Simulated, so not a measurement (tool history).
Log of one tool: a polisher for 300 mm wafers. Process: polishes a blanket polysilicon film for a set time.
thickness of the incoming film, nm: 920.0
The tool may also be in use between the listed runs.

run	day	flow of slurry (ml/min)	pressure of the wafer on the pad (kPa)	speed of the pad under the wafer (cm/s)	polishing time (s)	film removed (Å)
1	0	310	17.9	106	58	4541
2	0.329	310	19.3	106	58	4814.1
3	0.562	310	19.3	84	58	3891.8
4	0.821	310	20.7	88	58	4247.2
5	1.096	310	22.1	92	58	4668
6	1.375	310	22.8	96	58	4945.7
7	1.404	310	27.6	114	58	6512.2

The next listed run, before its measurement:
8	1.425	310	27.6	116	58	?

Run 8 gave film removed (Å) 6676.3.
